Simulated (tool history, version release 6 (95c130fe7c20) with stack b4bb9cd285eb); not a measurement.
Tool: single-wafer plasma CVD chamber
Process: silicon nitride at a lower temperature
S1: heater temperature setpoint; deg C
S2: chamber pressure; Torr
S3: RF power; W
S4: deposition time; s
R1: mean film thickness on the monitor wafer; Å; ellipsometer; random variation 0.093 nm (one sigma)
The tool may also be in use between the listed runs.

| run | hour | S1 | S2 | S3 | S4 | R1 |
|---|---|---|---|---|---|---|
| 1 | 0 | 355 | 1.64 | 310 | 27.3 | 335.94 |
| 2 | 7.4 | 355 | 1.59 | 305 | 27.3 | 329.71 |
| 3 | 11.4 | 355 | 1.54 | 300 | 27.3 | 321.51 |
| 4 | 18.6 | 355 | 1.27 | 300 | 27.3 | 306.58 |
| 5 | 21.3 | 355 | 1.24 | 295 | 27.3 | 299.76 |
| 6 | 25.7 | 355 | 1.24 | 330 | 27.3 | 329.18 |
| 7 | 30 | 355 | 1.21 | 325 | 27.3 | 322.62 |
| 8 | 36.3 | 355 | 1.19 | 320 | 27.3 | 319.07 |
| 9 | 38.4 | 355 | 1.17 | 315 | 27.3 | 311.15 |
| 10 | 45.2 | 355 | 1.15 | 310 | 27.3 | 306.42 |
| 11 | 50.5 | 355 | 1.13 | 305 | 27.3 | 302.05 |
| 12 | 54.8 | 355 | 1.11 | 300 | 27.3 | 295.48 |
| 13 | 61.1 | 355 | 1.1 | 300 | 27.3 | 294.38 |
| 14 | 69.2 | 355 | 1.1 | 300 | 27.3 | 292.72 |
| 15 | 71.7 | 355 | 1.09 | 300 | 27.3 | 294.44 |

Run 16 comes next. What will it give?
| 16 | 79.5 | 355 | 1.08 | 300 | 27.3 | ? |

{"run 16": {"R1": 292.55}}
